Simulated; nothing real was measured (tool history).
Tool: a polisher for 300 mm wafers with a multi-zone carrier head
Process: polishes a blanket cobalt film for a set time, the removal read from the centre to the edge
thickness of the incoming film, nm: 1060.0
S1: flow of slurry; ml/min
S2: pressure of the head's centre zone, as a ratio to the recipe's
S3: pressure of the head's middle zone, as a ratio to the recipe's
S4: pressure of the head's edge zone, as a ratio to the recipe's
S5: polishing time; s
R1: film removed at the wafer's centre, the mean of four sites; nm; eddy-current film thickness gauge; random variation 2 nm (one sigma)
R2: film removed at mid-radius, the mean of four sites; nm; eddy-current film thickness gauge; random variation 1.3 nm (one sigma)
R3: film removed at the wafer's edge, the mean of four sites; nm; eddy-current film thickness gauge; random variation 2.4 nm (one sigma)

| run | day | S1 | S2 | S3 | S4 | S5 | R1 | R2 | R3 |
|---|---|---|---|---|---|---|---|---|---|
| 1 | 0 | 135 | 1 | 1 | 1 | 66 | 275.49 | 278.53 | 283.17 |
| 2 | 0.183 | 135 | 0.94 | 1 | 1 | 66 | 259.01 | 273.12 | 279.51 |
| 3 | 0.467 | 165 | 0.94 | 1 | 1 | 66 | 271.91 | 283.94 | 288.9 |
| 4 | 0.612 | 150 | 0.9 | 0.95 | 0.95 | 63 | 246.2 | 257.63 | 265.34 |
| 5 | 0.696 | 150 | 0.9 | 0.95 | 0.95 | 78 | 302.97 | 320.71 | 325.04 |
| 6 | 0.754 | 135 | 0.88 | 0.91 | 0.93 | 71 | 263.89 | 274.8 | 288.55 |
| 7 | 0.842 | 125 | 0.87 | 0.88 | 0.91 | 66 | 234.58 | 244.7 | 262.35 |
| 8 | 1.008 | 115 | 0.87 | 0.86 | 0.9 | 63 | 217.59 | 220.8 | 246.56 |

Run 9 comes next. What will it give?
| 9 | 1.179 | 110 | 0.87 | 0.85 | 0.87 | 62 | ? | ? | ? |

R1: 213.14 nm
R2: 215.04 nm
R3: 239.12 nm
